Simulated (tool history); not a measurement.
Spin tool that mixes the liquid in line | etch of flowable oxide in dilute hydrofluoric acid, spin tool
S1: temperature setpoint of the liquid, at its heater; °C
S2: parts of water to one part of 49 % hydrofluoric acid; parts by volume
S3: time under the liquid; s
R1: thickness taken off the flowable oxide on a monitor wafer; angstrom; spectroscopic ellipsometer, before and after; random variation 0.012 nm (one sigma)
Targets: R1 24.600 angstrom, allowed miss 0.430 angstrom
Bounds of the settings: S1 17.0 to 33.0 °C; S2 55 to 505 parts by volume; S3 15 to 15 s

run    day    S1   S2  S3      R1
  1  0.000  25.0  280  15  17.535
  2  0.058  26.0  280  15  18.330
  3  0.275  27.0  280  15  18.865
  4  0.333  27.5  280  15  18.872
  5  0.508  24.0  280  15  16.913
  6  0.588  24.0  280  15  16.833
  7  0.950  28.0  260  15  21.352
  8  1.312  28.5  260  15  21.694
  9  1.492  29.0  260  15  22.099
 10  1.654  29.5  260  15  22.560
 11  1.679  30.0  260  15  22.669

5 next moves are on the table. One of them brings every result within its allowed miss. Which?
  A  1.704  29.0  240  15   ?
  B  1.704  30.5  255  15   ?
  C  1.704  23.5  215  15   ?
  D  1.704  32.5  305  15   ?
  E  1.704  32.5  255  15   ?

move      R1
   A  24.601
   B  23.929
   C  23.234
   D  20.133
   E  25.541
A: meets every target
B: nearer than the last run, and not there yet
C: nearer than the last run, and not there yet
D: further off than the last run
E: takes the result that was furthest off past its target
The right move is A.
